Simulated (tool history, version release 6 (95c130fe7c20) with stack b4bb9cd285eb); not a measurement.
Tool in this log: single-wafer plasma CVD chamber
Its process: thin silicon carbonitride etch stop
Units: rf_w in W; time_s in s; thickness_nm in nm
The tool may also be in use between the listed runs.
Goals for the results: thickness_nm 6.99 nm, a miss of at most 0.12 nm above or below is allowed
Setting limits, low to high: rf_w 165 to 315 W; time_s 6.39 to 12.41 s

{"run": 1, "hour": 0.0, "rf_w": 240, "time_s": 9.4, "thickness_nm": 5.7101}
{"run": 2, "hour": 0.7, "rf_w": 245, "time_s": 9.53, "thickness_nm": 5.8315}
{"run": 3, "hour": 2.3, "rf_w": 250, "time_s": 9.64, "thickness_nm": 5.8948}
{"run": 4, "hour": 10.6, "rf_w": 255, "time_s": 9.78, "thickness_nm": 6.0198}
{"run": 5, "hour": 16.3, "rf_w": 260, "time_s": 9.9, "thickness_nm": 6.0312}
{"run": 6, "hour": 23.8, "rf_w": 260, "time_s": 8.77, "thickness_nm": 5.3694}
{"run": 7, "hour": 24.7, "rf_w": 300, "time_s": 10.27, "thickness_nm": 6.4792}
{"run": 8, "hour": 33.4, "rf_w": 300, "time_s": 10.34, "thickness_nm": 6.5363}
{"run": 9, "hour": 36.0, "rf_w": 300, "time_s": 10.4, "thickness_nm": 6.6555}
{"run": 10, "hour": 38.7, "rf_w": 300, "time_s": 10.44, "thickness_nm": 6.5702}
{"run": 11, "hour": 44.1, "rf_w": 300, "time_s": 10.5, "thickness_nm": 6.648}

5 candidate next runs follow, results not yet known. Just one meets every target within its allowed miss. Identify it.
{"run": "A", "hour": 49.5, "rf_w": 280, "time_s": 11.22, "thickness_nm": "?"}
{"run": "B", "hour": 49.5, "rf_w": 310, "time_s": 10.43, "thickness_nm": "?"}
{"run": "C", "hour": 49.5, "rf_w": 285, "time_s": 11.69, "thickness_nm": "?"}
{"run": "D", "hour": 49.5, "rf_w": 285, "time_s": 10.73, "thickness_nm": "?"}
{"run": "E", "hour": 49.5, "rf_w": 310, "time_s": 11.54, "thickness_nm": "?"}

move=A thickness_nm=7.0414
move=B thickness_nm=6.6764
move=C thickness_nm=7.3612
move=D thickness_nm=6.7567
move=E thickness_nm=7.3869
A: every result lands within tolerance
B: closer than the last run, but not yet in spec
C: the result that was furthest off in the last run now lies on the other side of its target
D: closer than the last run, but not yet in spec
E: the result that was furthest off in the last run now lies on the other side of its target
Move A is the one to make.

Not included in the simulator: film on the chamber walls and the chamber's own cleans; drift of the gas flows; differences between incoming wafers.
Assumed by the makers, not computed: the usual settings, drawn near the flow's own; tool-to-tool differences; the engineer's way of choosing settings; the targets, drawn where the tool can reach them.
